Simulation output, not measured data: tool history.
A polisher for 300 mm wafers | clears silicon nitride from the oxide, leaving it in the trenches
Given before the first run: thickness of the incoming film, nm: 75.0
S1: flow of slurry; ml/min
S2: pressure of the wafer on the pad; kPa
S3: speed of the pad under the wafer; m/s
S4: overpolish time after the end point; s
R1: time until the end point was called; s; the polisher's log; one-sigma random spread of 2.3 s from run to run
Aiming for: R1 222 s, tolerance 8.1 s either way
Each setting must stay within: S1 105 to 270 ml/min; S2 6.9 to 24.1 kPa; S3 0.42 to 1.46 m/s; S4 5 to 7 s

run,day,S1,S2,S3,S4,R1
1,0,175,15.2,0.94,7,134.85
2,0.338,175,13.8,0.94,7,146.81
3,0.446,145,13.8,0.94,7,147.85
4,0.525,165,13.8,0.94,7,147.68
5,0.667,165,12.4,0.94,7,162.73
6,0.792,135,12.4,0.94,7,164.92
7,0.938,135,11.7,0.94,7,177.76
8,0.996,135,11,0.94,7,191.91
9,1.354,135,10.3,0.94,7,203.65
10,1.45,135,9.7,0.94,7,216.15

Exercise: of the 5 proposed moves below, exactly one satisfies all targets within the stated allowed misses. Which move is it?
A,1.546,145,9.7,0.86,6,?
B,1.546,145,9.7,0.94,5,?
C,1.546,120,9,1.12,5,?
D,1.546,145,9.7,0.96,5,?
E,1.546,180,10.3,0.86,7,?

move,R1
A,227.49
B,211.94
C,203.19
D,208.38
E,206.33
A: every result within its allowed miss
B: misses by more than the last run did
C: misses by more than the last run did
D: misses by more than the last run did
E: misses by more than the last run did
Correct choice: A, which meets every target

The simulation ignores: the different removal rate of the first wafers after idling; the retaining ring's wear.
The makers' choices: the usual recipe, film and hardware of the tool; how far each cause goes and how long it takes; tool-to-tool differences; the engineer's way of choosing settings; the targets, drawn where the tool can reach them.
